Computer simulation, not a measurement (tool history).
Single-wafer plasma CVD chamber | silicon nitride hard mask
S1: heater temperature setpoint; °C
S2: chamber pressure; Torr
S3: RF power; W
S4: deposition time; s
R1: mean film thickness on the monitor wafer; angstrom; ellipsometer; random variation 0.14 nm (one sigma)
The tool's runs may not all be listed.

Run 1, hour 0.0: S1 390 °C, S2 1.83 Torr, S3 245 W, S4 43.6 s. Result: R1 435.73 angstrom.
Run 2, hour 3.9: S1 390 °C, S2 1.72 Torr, S3 245 W, S4 43.6 s. Result: R1 427.85 angstrom.
Run 3, hour 9.8: S1 390 °C, S2 1.55 Torr, S3 230 W, S4 43.6 s. Result: R1 387.37 angstrom.
Run 4, hour 11.1: S1 390 °C, S2 1.55 Torr, S3 265 W, S4 43.6 s. Result: R1 448.76 angstrom.
Run 5, hour 14.6: S1 390 °C, S2 1.42 Torr, S3 250 W, S4 43.6 s. Result: R1 413.16 angstrom.
Run 6, hour 22.2: S1 390 °C, S2 1.33 Torr, S3 240 W, S4 43.6 s. Result: R1 391.88 angstrom.
Run 7, hour 28.2: S1 390 °C, S2 1.27 Torr, S3 230 W, S4 43.6 s. Result: R1 369.27 angstrom.

The next listed run, before its measurement:
Run 8, hour 31.7: S1 390 °C, S2 1.22 Torr, S3 225 W, S4 43.6 s. Result: R1 ?.

{"run 8": {"R1": 357.06}}
